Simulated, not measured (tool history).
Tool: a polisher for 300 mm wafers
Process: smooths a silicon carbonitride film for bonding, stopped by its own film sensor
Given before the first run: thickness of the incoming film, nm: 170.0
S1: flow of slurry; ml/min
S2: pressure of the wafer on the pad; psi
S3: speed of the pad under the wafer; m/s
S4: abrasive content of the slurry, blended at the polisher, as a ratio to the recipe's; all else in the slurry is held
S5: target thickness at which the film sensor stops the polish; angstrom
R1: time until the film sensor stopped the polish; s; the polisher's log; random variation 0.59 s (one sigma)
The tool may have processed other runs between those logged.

{"run": 1, "day": 0.0, "S1": 300, "S2": 2.7, "S3": 0.82, "S4": 1.0, "S5": 1570, "R1": 39.399}
{"run": 2, "day": 0.112, "S1": 300, "S2": 2.8, "S3": 0.82, "S4": 1.0, "S5": 1570, "R1": 39.605}
{"run": 3, "day": 0.488, "S1": 300, "S2": 2.8, "S3": 0.68, "S4": 1.0, "S5": 1570, "R1": 45.375}
{"run": 4, "day": 0.7, "S1": 300, "S2": 2.8, "S3": 0.68, "S4": 1.0, "S5": 1570, "R1": 44.033}
{"run": 5, "day": 0.75, "S1": 300, "S2": 2.8, "S3": 0.52, "S4": 1.0, "S5": 1570, "R1": 54.388}
{"run": 6, "day": 0.825, "S1": 300, "S2": 3.0, "S3": 0.54, "S4": 1.0, "S5": 1570, "R1": 50.867}
{"run": 7, "day": 0.983, "S1": 300, "S2": 3.1, "S3": 0.58, "S4": 1.0, "S5": 1570, "R1": 47.492}
{"run": 8, "day": 1.204, "S1": 300, "S2": 3.2, "S3": 0.62, "S4": 1.0, "S5": 1570, "R1": 42.839}
{"run": 9, "day": 1.483, "S1": 300, "S2": 3.3, "S3": 0.64, "S4": 1.0, "S5": 1570, "R1": 40.143}
{"run": 10, "day": 1.65, "S1": 300, "S2": 3.4, "S3": 0.64, "S4": 1.0, "S5": 1570, "R1": 41.363}
{"run": 11, "day": 1.988, "S1": 300, "S2": 3.5, "S3": 0.66, "S4": 1.0, "S5": 1570, "R1": 38.379}

Expected results for the next run?
{"run": 12, "day": 2.154, "S1": 300, "S2": 3.6, "S3": 0.68, "S4": 1.0, "S5": 1570, "R1": "?"}

{"run 12": {"R1": 37.877}}
